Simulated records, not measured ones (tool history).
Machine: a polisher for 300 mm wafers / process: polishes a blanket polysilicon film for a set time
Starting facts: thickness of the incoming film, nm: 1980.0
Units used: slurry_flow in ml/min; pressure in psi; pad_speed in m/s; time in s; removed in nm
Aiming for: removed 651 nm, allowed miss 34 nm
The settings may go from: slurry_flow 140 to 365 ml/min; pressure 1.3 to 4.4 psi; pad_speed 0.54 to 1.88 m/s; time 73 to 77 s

run	hour	slurry_flow	pressure	pad_speed	time	removed
1	0	235	2.8	1.2	73	695.71
2	6.3	235	2.8	1.36	73	777.53
3	14.2	235	2.8	1.64	73	972.81
4	22.2	235	2.8	1.64	77	1008.5
# hour 29.1: head pressure recalibrated
5	29.1	235	2.2	1.64	77	891.24
6	34.7	190	2.2	1.64	77	895.71
7	40.3	190	2	1.6	77	778.68
8	49	190	1.9	1.6	77	774.58
9	52.8	190	1.8	1.6	77	718.49

Which one of the following 5 next-run settings gets every result inside its allowed miss? There is exactly one.
A	56.6	205	1.8	1.66	77	?
B	56.6	200	2.2	1.58	73	?
C	56.6	235	1.5	1.72	77	?
D	56.6	225	2	1.22	73	?
E	56.6	170	1.9	1.88	77	?

move	removed
A	746.26
B	815.38
C	657.08
D	584.09
E	873.5
A: its largest miss is bigger than the last run's
B: its largest miss is bigger than the last run's
C: in spec on every target
D: pushes the last run's worst result past its target
E: its largest miss is bigger than the last run's
So the answer is move C, the one that meets all the targets.
